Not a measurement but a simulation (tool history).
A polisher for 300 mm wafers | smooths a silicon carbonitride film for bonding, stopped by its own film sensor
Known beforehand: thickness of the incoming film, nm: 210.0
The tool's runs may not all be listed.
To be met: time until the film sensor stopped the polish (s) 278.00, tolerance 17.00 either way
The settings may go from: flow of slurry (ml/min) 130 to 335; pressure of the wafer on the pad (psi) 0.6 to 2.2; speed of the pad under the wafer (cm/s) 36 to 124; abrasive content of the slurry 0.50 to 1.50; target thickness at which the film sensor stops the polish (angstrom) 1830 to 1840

run,hour,flow of slurry (ml/min),pressure of the wafer on the pad (psi),speed of the pad under the wafer (cm/s),abrasive content of the slurry,target thickness at which the film sensor stops the polish (angstrom),time until the film sensor stopped the polish (s)
1,0.0,215,1.4,80,1.00,1840,195.87
2,6.2,245,1.4,80,1.00,1840,194.72
3,9.5,245,1.4,98,1.00,1840,170.52
4,16.7,245,1.7,98,1.00,1840,139.12
5,23.6,245,1.7,98,1.00,1830,144.01
6,30.1,245,1.7,98,1.00,1830,141.33
7,31.8,245,1.5,96,1.00,1830,165.81
8,32.7,245,1.4,94,1.00,1830,182.91
9,37.0,245,1.3,92,1.00,1830,194.66
10,43.7,245,1.2,90,1.00,1830,216.28
11,49.0,245,1.1,90,1.00,1830,234.53

Exercise: of the 4 proposed moves below, exactly one satisfies all targets within the stated allowed misses. Which move is it?
A,54.3,240,0.9,102,1.00,1840,?
B,54.3,255,0.9,94,1.25,1830,?
C,54.3,215,1.0,86,0.90,1840,?
D,54.3,255,1.0,100,0.90,1840,?

move,time until the film sensor stopped the polish (s)
A,246.05
B,241.76
C,275.03
D,239.01
A: moves toward the targets from the last run without getting all of them in spec
B: moves toward the targets from the last run without getting all of them in spec
C: hits every target within its allowed miss
D: moves toward the targets from the last run without getting all of them in spec
The right move is C.
